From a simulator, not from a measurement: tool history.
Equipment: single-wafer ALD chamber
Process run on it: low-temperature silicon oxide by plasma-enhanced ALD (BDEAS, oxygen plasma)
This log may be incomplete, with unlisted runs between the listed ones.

run,hour,heater temperature setpoint (deg C),number of ALD cycles (cycles),mean film thickness on the monitor wafer (angstrom)
1,0,110,62,92.891
2,2.4,118,62,92.249
3,5.6,114,62,91.757
4,9.5,114,65,96.55
5,11.9,114,67,99.954
6,17.1,108,67,101.42
7,19.2,107,68,102.22

Predict the results of run 8:
8,20.7,107,69,?

Run 8 came out at mean film thickness on the monitor wafer (angstrom) 104.34.

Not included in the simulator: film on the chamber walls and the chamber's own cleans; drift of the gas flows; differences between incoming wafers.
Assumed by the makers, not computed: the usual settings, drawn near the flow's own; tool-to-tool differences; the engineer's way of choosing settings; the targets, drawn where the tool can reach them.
